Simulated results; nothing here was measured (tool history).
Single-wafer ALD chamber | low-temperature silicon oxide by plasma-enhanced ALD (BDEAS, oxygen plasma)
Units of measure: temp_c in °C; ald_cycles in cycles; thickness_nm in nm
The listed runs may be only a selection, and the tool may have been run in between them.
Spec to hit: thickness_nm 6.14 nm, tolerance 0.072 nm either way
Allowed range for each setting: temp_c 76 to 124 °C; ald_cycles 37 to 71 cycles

run    day  temp_c  ald_cycles  thickness_nm
  1      0     100          54        7.0993
  2  0.367     103          53        6.9138
  3  0.467      94          53        7.0937
  4    0.5      98          52        6.8828
  5  0.579      98          48        6.3475
  6  0.783      98          44        5.8464
  7  0.946      96          44        5.8884
     1.321  -- thermocouple changed; heater temperature recalibrated
  8  1.321      94          44        5.9921
  9  1.575      93          44        6.0358

Consider the 4 candidate settings below. Which is the only one whose results all fall within their allowed miss of target?
  A  1.829      99          46             ?
  B  1.829      98          44             ?
  C  1.829      95          44             ?
  D  1.829      89          43             ?

move  thickness_nm
   A        6.1849
   B        5.9403
   C         6.013
   D        6.0185
A: each result inside its tolerance
B: lands further from the targets than the last run did
C: lands further from the targets than the last run did
D: lands further from the targets than the last run did
The move that meets every target is A.
